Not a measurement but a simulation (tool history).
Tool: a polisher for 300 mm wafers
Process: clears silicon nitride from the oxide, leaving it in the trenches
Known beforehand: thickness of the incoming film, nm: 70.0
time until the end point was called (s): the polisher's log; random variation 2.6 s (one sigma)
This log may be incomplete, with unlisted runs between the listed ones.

run,hour,flow of slurry (ml/min),pressure of the wafer on the pad (psi),speed of the pad under the wafer (m/s),overpolish time after the end point (s),time until the end point was called (s)
1,0,225,2.2,0.92,42,85.6
2,4.7,225,2.2,0.74,42,107.21
3,8.3,225,2.2,0.74,44,108.26
4,9.6,225,2,0.74,44,115.5
5,18.2,265,2,0.74,44,113.19
6,24.8,265,1.8,0.74,44,118.83

For run 7, what comes out?
7,26.3,265,1.7,0.74,44,?

time until the end point was called (s): 124.21
